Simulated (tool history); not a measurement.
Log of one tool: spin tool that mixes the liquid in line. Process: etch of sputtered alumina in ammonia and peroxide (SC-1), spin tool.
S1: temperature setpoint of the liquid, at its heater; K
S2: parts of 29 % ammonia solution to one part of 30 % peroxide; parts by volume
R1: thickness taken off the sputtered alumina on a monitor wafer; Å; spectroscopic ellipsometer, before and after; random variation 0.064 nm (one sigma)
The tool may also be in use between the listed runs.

Run 1, hour 0.0: S1 329.15 K, S2 0.65 parts by volume, time under the liquid (s) 130. Result: R1 70.927 Å.
Run 2, hour 8.9: S1 324.65 K, S2 0.65 parts by volume, time under the liquid (s) 130. Result: R1 54.987 Å.
Run 3, hour 12.6: S1 324.65 K, S2 0.45 parts by volume, time under the liquid (s) 130. Result: R1 52.745 Å.
Run 4, hour 14.4: S1 326.65 K, S2 0.45 parts by volume, time under the liquid (s) 130. Result: R1 60.088 Å.
Run 5, hour 18.1: S1 328.15 K, S2 0.45 parts by volume, time under the liquid (s) 130. Result: R1 64.298 Å.
Run 6, hour 25.5: S1 328.15 K, S2 0.25 parts by volume, time under the liquid (s) 130. Result: R1 61.678 Å.
Run 7, hour 31.8: S1 329.65 K, S2 0.25 parts by volume, time under the liquid (s) 130. Result: R1 65.719 Å.
Run 8, hour 35.5: S1 331.15 K, S2 0.25 parts by volume, time under the liquid (s) 130. Result: R1 72.278 Å.
Run 9, hour 43.7: S1 332.15 K, S2 0.25 parts by volume, time under the liquid (s) 130. Result: R1 75.335 Å.
Run 10, hour 44.5: S1 333.15 K, S2 0.25 parts by volume, time under the liquid (s) 130. Result: R1 79.719 Å.

Run 11 comes next. What will it give?
Run 11, hour 53.1: S1 334.15 K, S2 0.25 parts by volume, time under the liquid (s) 130. Result: R1 ?.

{"run 11": {"R1": 82.307}}

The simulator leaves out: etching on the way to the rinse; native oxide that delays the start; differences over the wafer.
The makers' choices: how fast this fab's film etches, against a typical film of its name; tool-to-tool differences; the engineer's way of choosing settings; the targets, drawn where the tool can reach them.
